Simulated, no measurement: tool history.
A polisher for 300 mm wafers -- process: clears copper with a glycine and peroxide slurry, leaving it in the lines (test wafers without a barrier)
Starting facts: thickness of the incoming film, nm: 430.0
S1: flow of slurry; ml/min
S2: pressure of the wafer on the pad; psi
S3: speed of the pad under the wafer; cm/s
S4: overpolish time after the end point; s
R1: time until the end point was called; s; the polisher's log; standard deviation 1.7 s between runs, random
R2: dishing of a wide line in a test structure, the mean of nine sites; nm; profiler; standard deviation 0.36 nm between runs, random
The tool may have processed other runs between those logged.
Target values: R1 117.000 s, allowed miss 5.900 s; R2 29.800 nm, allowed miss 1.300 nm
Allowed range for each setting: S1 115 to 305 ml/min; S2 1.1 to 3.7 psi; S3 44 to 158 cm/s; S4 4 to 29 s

run,day,S1,S2,S3,S4,R1,R2
1,0.000,195,2.4,100,15,81.871,49.039
2,0.158,195,2.9,100,15,70.588,56.203
3,0.279,225,2.9,100,15,69.513,56.980
4,0.367,225,2.5,98,14,80.799,48.568
5,0.592,225,2.2,98,13,87.591,43.183
# day 0.738: worn pad replaced by a new one
6,0.738,225,2.2,98,10,79.663,37.793
7,0.900,215,1.6,92,11,101.650,32.985
8,1.262,215,1.5,92,11,103.970,32.340

Below are 4 possible settings for the next run. Only one of them brings all results inside the allowed miss of their targets. Which is it?
A,1.625,235,1.2,96,13,?,?
B,1.625,265,1.8,62,11,?,?
C,1.625,190,1.3,74,15,?,?
D,1.625,215,1.1,112,13,?,?

move,R1,R2
A,118.570,33.687
B,115.590,30.417
C,133.330,34.799
D,115.520,34.156
A: brings the last run's worst result on target, with another outside its allowed miss
B: hits every target within its allowed miss
C: moves the result that the last run missed by most past its target, out the other side
D: brings the last run's worst result on target, with another outside its allowed miss
B meets every target.
